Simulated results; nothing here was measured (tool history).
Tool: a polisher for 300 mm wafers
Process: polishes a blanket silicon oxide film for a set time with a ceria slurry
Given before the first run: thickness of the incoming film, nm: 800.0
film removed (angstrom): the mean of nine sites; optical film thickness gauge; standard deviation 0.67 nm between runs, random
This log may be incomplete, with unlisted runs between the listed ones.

run	day	flow of slurry (ml/min)	pressure of the wafer on the pad (psi)	speed of the pad under the wafer (m/s)	polishing time (s)	film removed (angstrom)
1	0	245	2.2	0.9	48	1088.1
2	0.088	245	2.1	0.88	48	1002.3
3	0.112	280	2.1	0.88	48	1022.1
4	0.25	280	2	0.86	48	953.07
5	0.383	280	1.9	0.84	48	885.52
6	0.667	280	2.1	0.84	48	972.96
7	0.729	280	2	0.84	48	958.39
8	0.921	280	1.9	0.82	48	852.68

The next listed run, before its measurement:
9	1.025	280	1.8	0.82	48	?

Logged for run 9: film removed (angstrom) 815.96.
